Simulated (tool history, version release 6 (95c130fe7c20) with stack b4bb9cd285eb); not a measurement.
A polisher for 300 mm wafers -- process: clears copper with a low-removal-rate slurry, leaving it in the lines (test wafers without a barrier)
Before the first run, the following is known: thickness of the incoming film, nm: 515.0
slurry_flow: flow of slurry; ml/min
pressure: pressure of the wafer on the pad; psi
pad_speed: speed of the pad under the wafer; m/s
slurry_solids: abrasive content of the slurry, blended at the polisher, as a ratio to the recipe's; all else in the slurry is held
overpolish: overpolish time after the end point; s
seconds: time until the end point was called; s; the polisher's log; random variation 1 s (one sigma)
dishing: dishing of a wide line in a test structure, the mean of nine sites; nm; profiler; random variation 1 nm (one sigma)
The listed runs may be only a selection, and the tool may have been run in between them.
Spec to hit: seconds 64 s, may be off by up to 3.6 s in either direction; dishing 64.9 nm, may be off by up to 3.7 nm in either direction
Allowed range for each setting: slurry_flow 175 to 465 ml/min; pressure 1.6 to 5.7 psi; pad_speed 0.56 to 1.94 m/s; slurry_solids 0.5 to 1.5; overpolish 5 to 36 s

run 1 hour=0 | slurry_flow=295 pressure=3.6 pad_speed=1.24 slurry_solids=1 overpolish=18 | seconds=108.51 dishing=50.234
run 2 hour=3.9 | slurry_flow=295 pressure=3.8 pad_speed=1.24 slurry_solids=1 overpolish=18 | seconds=105.52 dishing=52.286
run 3 hour=12.9 | slurry_flow=250 pressure=3.8 pad_speed=1.24 slurry_solids=1 overpolish=18 | seconds=104.81 dishing=48.868
run 4 hour=17 | slurry_flow=250 pressure=3.8 pad_speed=1.24 slurry_solids=1.2 overpolish=18 | seconds=102.46 dishing=53.332
run 5 hour=19.6 | slurry_flow=255 pressure=4 pad_speed=1.24 slurry_solids=1.2 overpolish=17 | seconds=98.62 dishing=51.269
run 6 hour=23.7 | slurry_flow=260 pressure=4.2 pad_speed=1.26 slurry_solids=1.2 overpolish=17 | seconds=92.04 dishing=55.822
run 7 hour=28.7 | slurry_flow=265 pressure=4.4 pad_speed=1.26 slurry_solids=1.2 overpolish=16 | seconds=87.041 dishing=53.214
run 8 hour=33.9 | slurry_flow=265 pressure=4.5 pad_speed=1.26 slurry_solids=1.2 overpolish=16 | seconds=84.836 dishing=53.672
run 9 hour=37.5 | slurry_flow=265 pressure=4.6 pad_speed=1.26 slurry_solids=1.2 overpolish=16 | seconds=83.977 dishing=56.479
run 10 hour=45.1 | slurry_flow=265 pressure=5.6 pad_speed=1.3 slurry_solids=1.2 overpolish=13 | seconds=69.747 dishing=54.619

Exercise: of the 5 proposed moves below, exactly one satisfies all targets within the stated allowed misses. Which move is it?
run A hour=52.7 | slurry_flow=275 pressure=5.4 pad_speed=1.42 slurry_solids=1.3 overpolish=16 | seconds=? dishing=?
run B hour=52.7 | slurry_flow=260 pressure=5.7 pad_speed=1.54 slurry_solids=1.25 overpolish=14 | seconds=? dishing=?
run C hour=52.7 | slurry_flow=240 pressure=5.7 pad_speed=1.68 slurry_solids=1.15 overpolish=12 | seconds=? dishing=?
run D hour=52.7 | slurry_flow=245 pressure=5.7 pad_speed=1.68 slurry_solids=1.35 overpolish=13 | seconds=? dishing=?
run E hour=52.7 | slurry_flow=280 pressure=5.6 pad_speed=1.18 slurry_solids=1.25 overpolish=23 | seconds=? dishing=?

move=A seconds=65.855 dishing=65.289
move=B seconds=59.851 dishing=64.203
move=C seconds=57.511 dishing=60.157
move=D seconds=55.229 dishing=64.423
move=E seconds=73.675 dishing=73.976
A: all results land within tolerance of their targets
B: puts the biggest miss on target and leaves a different result outside tolerance
C: gains on the last run, yet a result remains outside its allowed miss
D: puts the biggest miss on target and leaves a different result outside tolerance
E: takes the result that was furthest off past its target
The right move is A.
